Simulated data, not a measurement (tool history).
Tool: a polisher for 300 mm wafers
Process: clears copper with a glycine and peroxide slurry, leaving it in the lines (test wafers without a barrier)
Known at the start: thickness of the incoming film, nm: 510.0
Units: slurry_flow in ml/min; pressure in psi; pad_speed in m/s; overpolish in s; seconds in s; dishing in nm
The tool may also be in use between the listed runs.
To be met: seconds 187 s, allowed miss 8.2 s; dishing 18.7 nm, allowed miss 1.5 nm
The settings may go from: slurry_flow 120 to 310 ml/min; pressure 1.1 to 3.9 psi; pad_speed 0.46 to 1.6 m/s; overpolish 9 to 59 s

run	hour	slurry_flow	pressure	pad_speed	overpolish	seconds	dishing
1	0	200	2.5	1.02	30	124.05	24.434
2	7.9	170	2	1.06	23	135.98	24.654
3	14.1	170	2	1.06	14	137.78	21.114
4	17.2	170	2.5	1.06	14	123.96	22.16
5	21.8	140	2.5	1.06	14	125.96	21.337
6	26.7	140	2.5	1.06	27	128.88	24.088
7	30.2	120	1.8	1.16	13	140.72	19.562
8	36.3	120	1.6	1.1	12	152.7	18.616
9	42.4	120	1.2	0.94	26	194.68	23.509

4 next moves are on the table. One of them brings every result within its allowed miss. Which?
A	48.5	120	1.1	0.86	20	?	?
B	48.5	120	1.3	0.96	15	?	?
C	48.5	120	1.3	0.82	15	?	?
D	48.5	120	1.3	0.96	26	?	?

move	seconds	dishing
A	207.74	21.085
B	181.67	19.484
C	203.56	18.696
D	181.67	23.569
A: nearer than the last run, and not there yet
B: meets every target
C: brings the result that was furthest off to its target, and leaves another outside
D: as far off as the last run
The right move is B.

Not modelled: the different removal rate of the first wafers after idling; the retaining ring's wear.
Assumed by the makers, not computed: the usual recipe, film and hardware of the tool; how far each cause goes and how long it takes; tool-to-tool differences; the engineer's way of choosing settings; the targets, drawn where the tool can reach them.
